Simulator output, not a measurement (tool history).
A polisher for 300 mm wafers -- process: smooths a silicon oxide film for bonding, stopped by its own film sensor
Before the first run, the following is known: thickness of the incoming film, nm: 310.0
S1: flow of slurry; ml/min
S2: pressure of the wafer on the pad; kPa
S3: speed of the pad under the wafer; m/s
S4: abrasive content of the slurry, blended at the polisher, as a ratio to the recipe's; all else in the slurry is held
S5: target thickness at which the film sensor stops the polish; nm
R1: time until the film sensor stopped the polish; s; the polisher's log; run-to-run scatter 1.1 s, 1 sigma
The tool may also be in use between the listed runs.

run 1 day=0 | S1=200 S2=17.9 S3=1.14 S4=1 S5=214 | R1=87.531
run 2 day=0.267 | S1=200 S2=18.6 S3=1.14 S4=1 S5=214 | R1=85.821
run 3 day=0.583 | S1=250 S2=18.6 S3=1.14 S4=1 S5=214 | R1=83.654
run 4 day=0.867 | S1=250 S2=19.3 S3=1.14 S4=1 S5=214 | R1=79.061
run 5 day=1.183 | S1=250 S2=20 S3=1.14 S4=1 S5=214 | R1=76.816
run 6 day=1.446 | S1=250 S2=20 S3=0.96 S4=1 S5=214 | R1=88.376
run 7 day=1.55 | S1=250 S2=20.7 S3=0.96 S4=1 S5=214 | R1=83.995

Run 8 has not been measured yet. What should we expect?
run 8 day=1.592 | S1=250 S2=21.4 S3=0.96 S4=1 S5=214 | R1=?

{"run 8": {"R1": 83.891}}
